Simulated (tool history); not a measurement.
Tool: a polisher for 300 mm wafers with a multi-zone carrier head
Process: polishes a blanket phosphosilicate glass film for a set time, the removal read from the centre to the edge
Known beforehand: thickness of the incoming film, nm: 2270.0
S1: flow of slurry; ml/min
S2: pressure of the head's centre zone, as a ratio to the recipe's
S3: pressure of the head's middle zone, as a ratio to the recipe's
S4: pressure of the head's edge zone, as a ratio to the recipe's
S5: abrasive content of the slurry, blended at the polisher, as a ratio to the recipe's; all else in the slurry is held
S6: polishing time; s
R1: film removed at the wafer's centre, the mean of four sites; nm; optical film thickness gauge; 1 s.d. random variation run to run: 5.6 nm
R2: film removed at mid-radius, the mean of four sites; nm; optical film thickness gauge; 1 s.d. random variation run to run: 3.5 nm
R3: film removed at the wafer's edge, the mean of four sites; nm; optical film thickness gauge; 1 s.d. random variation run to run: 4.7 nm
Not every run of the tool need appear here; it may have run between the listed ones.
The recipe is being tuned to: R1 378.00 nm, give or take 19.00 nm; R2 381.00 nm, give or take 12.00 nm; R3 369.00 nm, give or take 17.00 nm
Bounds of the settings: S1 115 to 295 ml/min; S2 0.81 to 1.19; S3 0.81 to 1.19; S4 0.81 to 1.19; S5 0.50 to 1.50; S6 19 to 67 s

run 1 day=0.000 | S1=190 S2=1.00 S3=1.00 S4=1.00 S5=1.00 S6=43 | R1=534.19 R2=532.87 R3=536.52
run 2 day=0.092 | S1=190 S2=1.00 S3=1.00 S4=1.00 S5=0.90 S6=43 | R1=500.75 R2=502.67 R3=498.65
run 3 day=0.433 | S1=190 S2=1.00 S3=0.95 S4=1.00 S5=0.90 S6=43 | R1=506.07 R2=470.70 R3=509.83
run 4 day=0.488 | S1=190 S2=0.99 S3=0.95 S4=0.98 S5=0.85 S6=43 | R1=478.37 R2=458.21 R3=488.66
run 5 day=0.600 | S1=190 S2=0.99 S3=0.95 S4=0.96 S5=0.80 S6=43 | R1=455.63 R2=445.74 R3=463.96
run 6 day=0.888 | S1=190 S2=0.99 S3=0.95 S4=0.96 S5=0.95 S6=43 | R1=509.58 R2=482.45 R3=510.24
run 7 day=1.004 | S1=190 S2=0.99 S3=0.95 S4=0.94 S5=0.90 S6=43 | R1=489.00 R2=484.14 R3=488.42
run 8 day=1.317 | S1=190 S2=0.99 S3=0.94 S4=0.92 S5=0.85 S6=43 | R1=483.53 R2=456.05 R3=457.83
run 9 day=1.496 | S1=185 S2=0.98 S3=0.93 S4=0.91 S5=0.80 S6=43 | R1=452.40 R2=433.91 R3=444.79
run 10 day=1.821 | S1=180 S2=0.97 S3=0.93 S4=0.90 S5=0.80 S6=43 | R1=452.11 R2=432.01 R3=438.45
run 11 day=1.883 | S1=175 S2=0.96 S3=0.93 S4=0.89 S5=0.80 S6=43 | R1=430.71 R2=440.36 R3=444.59
run 12 day=1.979 | S1=175 S2=0.96 S3=0.93 S4=0.88 S5=0.75 S6=43 | R1=423.78 R2=416.71 R3=405.83
run 13 day=2.304 | S1=170 S2=0.95 S3=0.92 S4=0.87 S5=0.75 S6=43 | R1=417.41 R2=412.96 R3=420.02
run 14 day=2.638 | S1=170 S2=0.95 S3=0.92 S4=0.86 S5=0.75 S6=43 | R1=431.19 R2=411.66 R3=413.34
run 15 day=2.967 | S1=170 S2=0.95 S3=0.92 S4=0.86 S5=0.75 S6=43 | R1=413.91 R2=406.86 R3=417.09
run 16 day=3.104 | S1=170 S2=0.95 S3=0.92 S4=0.85 S5=0.75 S6=43 | R1=432.88 R2=403.91 R3=411.76
run 17 day=3.262 | S1=170 S2=0.94 S3=0.92 S4=0.85 S5=0.75 S6=43 | R1=413.53 R2=406.20 R3=424.01
run 18 day=3.633 | S1=155 S2=0.96 S3=0.98 S4=0.81 S5=0.50 S6=42 | R1=291.34 R2=296.09 R3=281.39
run 19 day=3.767 | S1=205 S2=0.97 S3=1.00 S4=0.91 S5=0.55 S6=42 | R1=333.69 R2=339.75 R3=319.57
run 20 day=3.850 | S1=210 S2=0.97 S3=0.99 S4=0.92 S5=0.55 S6=42 | R1=320.71 R2=334.91 R3=321.81
run 21 day=4.183 | S1=210 S2=0.99 S3=1.00 S4=0.94 S5=0.65 S6=42 | R1=385.76 R2=398.89 R3=380.52

5 next moves are on the table. One of them brings every result within its allowed miss. Which?
run A day=4.517 | S1=220 S2=0.87 S3=1.00 S4=0.91 S5=0.70 S6=43 | R1=? R2=? R3=?
run B day=4.517 | S1=250 S2=0.94 S3=0.92 S4=0.97 S5=0.60 S6=45 | R1=? R2=? R3=?
run C day=4.517 | S1=190 S2=1.06 S3=1.09 S4=0.83 S5=0.55 S6=48 | R1=? R2=? R3=?
run D day=4.517 | S1=235 S2=0.99 S3=1.00 S4=0.94 S5=0.70 S6=38 | R1=? R2=? R3=?
run E day=4.517 | S1=200 S2=1.00 S3=1.10 S4=0.92 S5=0.75 S6=37 | R1=? R2=? R3=?

move=A R1=370.60 R2=433.32 R3=407.13
move=B R1=372.37 R2=378.38 R3=392.27
move=C R1=398.77 R2=420.14 R3=353.06
move=D R1=370.23 R2=385.04 R3=366.92
move=E R1=376.12 R2=420.81 R3=367.02
A: misses by more than the last run did
B: the furthest-off result lands on target, but another misses its tolerance
C: misses by more than the last run did
D: hits every target within its allowed miss
E: misses by more than the last run did
Correct choice: D, which meets every target
